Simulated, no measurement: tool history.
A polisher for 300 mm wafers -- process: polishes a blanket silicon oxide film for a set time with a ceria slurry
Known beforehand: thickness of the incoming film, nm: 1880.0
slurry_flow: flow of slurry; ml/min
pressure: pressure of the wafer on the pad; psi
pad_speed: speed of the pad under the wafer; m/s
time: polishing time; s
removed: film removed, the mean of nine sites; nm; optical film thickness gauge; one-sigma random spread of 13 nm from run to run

{"run": 1, "hour": 0.0, "slurry_flow": 140, "pressure": 3.1, "pad_speed": 1.1, "time": 112, "removed": 604.11}
{"run": 2, "hour": 1.7, "slurry_flow": 145, "pressure": 3.5, "pad_speed": 1.1, "time": 112, "removed": 680.48}
{"run": 3, "hour": 10.0, "slurry_flow": 145, "pressure": 3.8, "pad_speed": 1.1, "time": 112, "removed": 767.92}
{"run": 4, "hour": 11.4, "slurry_flow": 145, "pressure": 4.4, "pad_speed": 1.1, "time": 112, "removed": 870.29}
{"run": 5, "hour": 13.3, "slurry_flow": 145, "pressure": 4, "pad_speed": 1.1, "time": 112, "removed": 806.67}
{"run": 6, "hour": 14.9, "slurry_flow": 150, "pressure": 4.2, "pad_speed": 1.1, "time": 112, "removed": 843.97}
{"run": 7, "hour": 23.5, "slurry_flow": 155, "pressure": 4.4, "pad_speed": 1.1, "time": 112, "removed": 883.38}
{"run": 8, "hour": 25.6, "slurry_flow": 155, "pressure": 4.5, "pad_speed": 1.1, "time": 112, "removed": 906.89}

Estimate the outcome of run 9 from the log above:
{"run": 9, "hour": 34.6, "slurry_flow": 155, "pressure": 4.6, "pad_speed": 1.1, "time": 112, "removed": "?"}

Run 9 gave removed 934.21 nm.
